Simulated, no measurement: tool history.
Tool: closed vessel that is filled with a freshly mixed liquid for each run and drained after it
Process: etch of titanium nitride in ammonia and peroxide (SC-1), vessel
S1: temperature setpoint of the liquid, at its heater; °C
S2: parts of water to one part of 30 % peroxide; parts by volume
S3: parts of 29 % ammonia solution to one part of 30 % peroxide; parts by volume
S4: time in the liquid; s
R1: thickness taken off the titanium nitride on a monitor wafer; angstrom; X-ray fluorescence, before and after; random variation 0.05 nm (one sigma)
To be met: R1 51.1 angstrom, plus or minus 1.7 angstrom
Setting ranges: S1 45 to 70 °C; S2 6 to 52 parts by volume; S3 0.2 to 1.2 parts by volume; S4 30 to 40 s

Run 1, hour 0: S1 61 °C, S2 29 parts by volume, S3 0.7 parts by volume, S4 40 s. Result: R1 27.606 angstrom.
Run 2, hour 7.4: S1 61 °C, S2 37.5 parts by volume, S3 0.7 parts by volume, S4 40 s. Result: R1 23.799 angstrom.
Run 3, hour 14.9: S1 67 °C, S2 37.5 parts by volume, S3 0.7 parts by volume, S4 40 s. Result: R1 34.949 angstrom.
Run 4, hour 19.5: S1 62 °C, S2 37.5 parts by volume, S3 0.7 parts by volume, S4 40 s. Result: R1 25.621 angstrom.
Run 5, hour 23: S1 64.5 °C, S2 34 parts by volume, S3 0.7 parts by volume, S4 40 s. Result: R1 31.578 angstrom.
Run 6, hour 29.3: S1 64.5 °C, S2 34 parts by volume, S3 0.95 parts by volume, S4 40 s. Result: R1 33.926 angstrom.
Run 7, hour 33.5: S1 64.5 °C, S2 34 parts by volume, S3 0.95 parts by volume, S4 40 s. Result: R1 33.279 angstrom.
Run 8, hour 35.5: S1 66.5 °C, S2 32.5 parts by volume, S3 0.95 parts by volume, S4 40 s. Result: R1 39.884 angstrom.

Next run, 5 choices. One meets every target within its allowed miss, the rest don't. Which?
Run A, hour 37.5: S1 69 °C, S2 30.5 parts by volume, S3 0.95 parts by volume, S4 40 s. Result: R1 ?.
Run B, hour 37.5: S1 68.5 °C, S2 31.5 parts by volume, S3 1.15 parts by volume, S4 40 s. Result: R1 ?.
Run C, hour 37.5: S1 65.5 °C, S2 20.5 parts by volume, S3 0.85 parts by volume, S4 40 s. Result: R1 ?.
Run D, hour 37.5: S1 69.5 °C, S2 32 parts by volume, S3 0.85 parts by volume, S4 40 s. Result: R1 ?.
Run E, hour 37.5: S1 69.5 °C, S2 27 parts by volume, S3 0.9 parts by volume, S4 40 s. Result: R1 ?.

move      R1
   A  46.889
   B  46.205
   C  46.038
   D  46.119
   E  51.291
A: closes in on the targets versus the last run, not all within tolerance yet
B: closes in on the targets versus the last run, not all within tolerance yet
C: closes in on the targets versus the last run, not all within tolerance yet
D: closes in on the targets versus the last run, not all within tolerance yet
E: every result lands within tolerance
Go with E: it meets all targets.

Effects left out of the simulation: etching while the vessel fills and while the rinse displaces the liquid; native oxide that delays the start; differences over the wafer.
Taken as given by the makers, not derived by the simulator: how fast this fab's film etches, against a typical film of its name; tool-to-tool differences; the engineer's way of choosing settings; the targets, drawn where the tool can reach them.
